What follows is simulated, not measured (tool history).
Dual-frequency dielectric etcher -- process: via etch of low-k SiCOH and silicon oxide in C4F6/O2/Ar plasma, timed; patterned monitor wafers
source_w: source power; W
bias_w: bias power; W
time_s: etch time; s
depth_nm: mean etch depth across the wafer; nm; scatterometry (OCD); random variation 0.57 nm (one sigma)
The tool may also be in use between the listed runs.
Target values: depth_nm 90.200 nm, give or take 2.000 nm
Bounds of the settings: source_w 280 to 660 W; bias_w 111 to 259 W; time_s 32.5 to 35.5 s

run  hour  source_w  bias_w  time_s  depth_nm
  1   0.0       470     185    35.5   102.360
  2   5.9       470     160    35.5    96.455
  3  13.6       450     158    35.5    93.065
  4  15.8       400     158    35.5    85.455
  5  22.4       410     158    35.5    87.505
  6  31.1       330     158    35.5    73.213
  7  34.4       360     159    35.5    79.449
  8  40.0       380     160    35.5    83.613
  9  41.8       390     161    35.5    86.157
 10  43.5       400     161    35.5    86.007
 11  49.1       410     161    35.5    88.512

Which one of the following 5 next-run settings gets every result inside its allowed miss? There is exactly one.
  A  54.7       430     163    33.0         ?
  B  54.7       410     155    35.5         ?
  C  54.7       430     162    33.5         ?
  D  54.7       430     160    33.5         ?
  E  54.7       430     161    35.5         ?

move  depth_nm
   A    85.197
   B    86.971
   C    86.276
   D    85.850
   E    91.202
A: lands further from the targets than the last run did
B: lands further from the targets than the last run did
C: lands further from the targets than the last run did
D: lands further from the targets than the last run did
E: meets every target
E meets every target.
